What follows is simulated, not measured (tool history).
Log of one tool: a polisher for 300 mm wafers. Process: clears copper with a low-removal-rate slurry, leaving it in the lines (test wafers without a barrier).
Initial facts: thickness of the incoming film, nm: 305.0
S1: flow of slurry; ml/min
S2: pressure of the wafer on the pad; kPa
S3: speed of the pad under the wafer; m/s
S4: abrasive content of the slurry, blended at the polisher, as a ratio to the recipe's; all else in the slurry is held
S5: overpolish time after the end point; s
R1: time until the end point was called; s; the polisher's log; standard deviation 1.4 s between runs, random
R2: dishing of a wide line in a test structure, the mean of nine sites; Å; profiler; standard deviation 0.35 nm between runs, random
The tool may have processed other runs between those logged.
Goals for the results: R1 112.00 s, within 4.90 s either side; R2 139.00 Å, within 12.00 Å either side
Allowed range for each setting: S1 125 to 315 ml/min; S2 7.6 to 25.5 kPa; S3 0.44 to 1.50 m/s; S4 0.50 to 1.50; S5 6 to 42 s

Run 1, hour 0.0: S1 205 ml/min, S2 16.5 kPa, S3 0.96 m/s, S4 1.00, S5 21 s. Result: R1 171.81 s, R2 306.92 Å.
Run 2, hour 3.6: S1 205 ml/min, S2 16.5 kPa, S3 0.96 m/s, S4 1.00, S5 25 s. Result: R1 173.91 s, R2 339.80 Å.
Run 3, hour 4.9: S1 205 ml/min, S2 16.5 kPa, S3 1.08 m/s, S4 1.00, S5 25 s. Result: R1 153.41 s, R2 387.24 Å.
Run 4, hour 10.1: S1 215 ml/min, S2 16.5 kPa, S3 1.08 m/s, S4 1.05, S5 22 s. Result: R1 149.73 s, R2 350.91 Å.
Run 5, hour 17.7: S1 215 ml/min, S2 20.0 kPa, S3 1.08 m/s, S4 1.05, S5 22 s. Result: R1 125.57 s, R2 389.91 Å.
Run 6, hour 21.5: S1 215 ml/min, S2 20.0 kPa, S3 1.08 m/s, S4 0.95, S5 22 s. Result: R1 128.32 s, R2 407.02 Å.
Run 7, hour 28.9: S1 200 ml/min, S2 20.7 kPa, S3 1.02 m/s, S4 1.05, S5 19 s. Result: R1 127.66 s, R2 345.48 Å.
Run 8, hour 32.0: S1 145 ml/min, S2 23.4 kPa, S3 0.82 m/s, S4 1.30, S5 9 s. Result: R1 142.24 s, R2 161.75 Å.
Run 9, hour 38.5: S1 140 ml/min, S2 24.1 kPa, S3 0.84 m/s, S4 1.35, S5 8 s. Result: R1 133.52 s, R2 149.08 Å.
Run 10, hour 46.6: S1 135 ml/min, S2 24.1 kPa, S3 0.86 m/s, S4 1.40, S5 8 s. Result: R1 133.01 s, R2 153.19 Å.
Run 11, hour 51.8: S1 135 ml/min, S2 24.1 kPa, S3 0.88 m/s, S4 1.40, S5 8 s. Result: R1 130.59 s, R2 160.36 Å.
Run 12, hour 59.8: S1 130 ml/min, S2 24.8 kPa, S3 0.90 m/s, S4 1.45, S5 7 s. Result: R1 123.85 s, R2 141.07 Å.
Run 13, hour 67.3: S1 130 ml/min, S2 24.8 kPa, S3 0.92 m/s, S4 1.45, S5 7 s. Result: R1 122.16 s, R2 148.53 Å.

Which of these 5 next moves meets every target?
Run A, hour 74.8: S1 130 ml/min, S2 24.8 kPa, S3 1.00 m/s, S4 1.50, S5 6 s. Result: R1 ?, R2 ?.
Run B, hour 74.8: S1 140 ml/min, S2 25.5 kPa, S3 0.78 m/s, S4 1.50, S5 6 s. Result: R1 ?, R2 ?.
Run C, hour 74.8: S1 155 ml/min, S2 24.1 kPa, S3 0.82 m/s, S4 1.25, S5 8 s. Result: R1 ?, R2 ?.
Run D, hour 74.8: S1 165 ml/min, S2 22.8 kPa, S3 0.92 m/s, S4 1.45, S5 6 s. Result: R1 ?, R2 ?.
Run E, hour 74.8: S1 140 ml/min, S2 25.5 kPa, S3 0.84 m/s, S4 1.50, S5 8 s. Result: R1 ?, R2 ?.

move      R1      R2
   A  112.62  146.95
   B  137.04  121.88
   C  139.53  157.48
   D  127.23  130.68
   E  127.59  171.49
A: all results in spec
B: the biggest miss grows against the last run
C: the biggest miss grows against the last run
D: the biggest miss grows against the last run
E: the biggest miss grows against the last run
Move A is the one to make.
